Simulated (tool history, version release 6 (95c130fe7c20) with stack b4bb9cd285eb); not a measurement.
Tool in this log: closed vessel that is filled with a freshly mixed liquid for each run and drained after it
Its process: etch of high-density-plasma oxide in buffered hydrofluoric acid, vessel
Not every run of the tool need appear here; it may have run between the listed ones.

| run | day | temperature setpoint of the liquid (C) | parts of 40 % ammonium fluoride to one part of 49 % hydrofluoric acid (parts by volume) | time in the liquid (s) | thickness taken off the high-density-plasma oxide on a monitor wafer (angstrom) |
|---|---|---|---|---|---|
| 1 | 0.000 | 21.0 | 13.5 | 30 | 242.43 |
| 2 | 0.283 | 24.5 | 13.5 | 30 | 294.53 |
| 3 | 0.612 | 22.0 | 13.5 | 30 | 255.03 |
| 4 | 0.862 | 22.5 | 13.5 | 30 | 263.80 |
| 5 | 1.196 | 20.5 | 13.5 | 30 | 236.10 |
| 6 | 1.275 | 20.5 | 11.5 | 30 | 275.59 |
| 7 | 1.392 | 21.0 | 11.5 | 30 | 282.10 |

Run 8 has not been measured yet. What should we expect?
| 8 | 1.438 | 21.5 | 11.5 | 30 | ? |

thickness taken off the high-density-plasma oxide on a monitor wafer (angstrom): 291.84
